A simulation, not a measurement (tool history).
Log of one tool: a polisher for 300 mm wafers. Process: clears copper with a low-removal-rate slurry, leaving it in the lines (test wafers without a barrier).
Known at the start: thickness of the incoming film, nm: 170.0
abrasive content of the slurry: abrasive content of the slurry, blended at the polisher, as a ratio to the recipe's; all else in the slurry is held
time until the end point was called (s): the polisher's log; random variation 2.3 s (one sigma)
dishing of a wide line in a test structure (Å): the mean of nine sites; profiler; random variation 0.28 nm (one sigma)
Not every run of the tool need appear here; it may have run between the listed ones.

run	hour	flow of slurry (ml/min)	pressure of the wafer on the pad (kPa)	speed of the pad under the wafer (m/s)	abrasive content of the slurry	overpolish time after the end point (s)	time until the end point was called (s)	dishing of a wide line in a test structure (Å)
1	0	245	14.5	0.88	1	29	121.21	278.55
2	7.1	245	14.5	0.88	0.85	29	129.09	261.93
3	9.6	245	14.5	0.88	0.85	37	128.04	325.06
4	15.5	245	13.8	0.88	0.85	33	131.33	288.38
5	22.9	300	13.8	0.88	0.85	33	130.35	289.63
6	26.1	300	13.8	0.88	0.85	23	128.35	214.32

The next listed run, before its measurement:
7	34.2	300	12.4	0.88	0.85	24	?	?

{"run 7": {"time until the end point was called (s)": 142.23, "dishing of a wide line in a test structure (Å)": 199.99}}

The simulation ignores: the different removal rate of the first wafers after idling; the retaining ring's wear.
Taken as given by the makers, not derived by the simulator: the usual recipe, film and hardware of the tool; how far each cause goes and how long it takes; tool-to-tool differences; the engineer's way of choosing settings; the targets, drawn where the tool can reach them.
